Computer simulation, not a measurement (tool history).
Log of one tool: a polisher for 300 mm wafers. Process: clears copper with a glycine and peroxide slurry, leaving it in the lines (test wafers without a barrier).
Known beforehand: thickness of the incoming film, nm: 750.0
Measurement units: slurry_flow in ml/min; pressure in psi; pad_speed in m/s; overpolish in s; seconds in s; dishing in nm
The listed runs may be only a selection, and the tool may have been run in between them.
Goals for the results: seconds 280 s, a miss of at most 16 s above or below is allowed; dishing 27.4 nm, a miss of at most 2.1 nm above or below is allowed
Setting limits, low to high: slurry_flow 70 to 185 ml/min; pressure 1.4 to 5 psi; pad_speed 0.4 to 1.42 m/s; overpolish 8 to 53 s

| run | day | slurry_flow | pressure | pad_speed | overpolish | seconds | dishing |
|---|---|---|---|---|---|---|---|
| 1 | 0 | 120 | 3.2 | 0.9 | 27 | 169.81 | 64.197 |
| 2 | 0.267 | 145 | 3.2 | 0.9 | 27 | 157.3 | 64.335 |
| 3 | 0.379 | 145 | 4 | 0.9 | 27 | 133.31 | 74.029 |
| 4 | 0.692 | 145 | 3.3 | 0.84 | 22 | 161.26 | 55.264 |
| 5 | 1.008 | 140 | 2.8 | 0.8 | 19 | 195.62 | 44.556 |
| 6 | 1.342 | 135 | 2.4 | 0.8 | 17 | 218.11 | 34.797 |
| 7 | 1.492 | 130 | 2.2 | 0.8 | 17 | 234.5 | 32.158 |
| 8 | 1.838 | 110 | 1.6 | 0.78 | 17 | 300.27 | 26.434 |
| 9 | 2.138 | 115 | 1.6 | 0.78 | 17 | 304.04 | 25.942 |
| 10 | 2.475 | 120 | 1.6 | 0.78 | 17 | 296.21 | 26.467 |

Which of these 5 next moves meets every target?
| A | 2.812 | 125 | 1.6 | 0.9 | 16 | ? | ? |
| B | 2.812 | 115 | 2 | 0.92 | 18 | ? | ? |
| C | 2.812 | 145 | 1.9 | 0.88 | 17 | ? | ? |
| D | 2.812 | 130 | 1.7 | 0.56 | 21 | ? | ? |
| E | 2.812 | 120 | 1.6 | 0.66 | 16 | ? | ? |

| move | seconds | dishing |
|---|---|---|
| A | 285.75 | 27.274 |
| B | 243.7 | 34.664 |
| C | 248.8 | 32.475 |
| D | 332.89 | 30.507 |
| E | 329.86 | 24.268 |
A: all results in spec
B: pushes the last run's worst result past its target
C: pushes the last run's worst result past its target
D: its largest miss is bigger than the last run's
E: its largest miss is bigger than the last run's
Answer: A
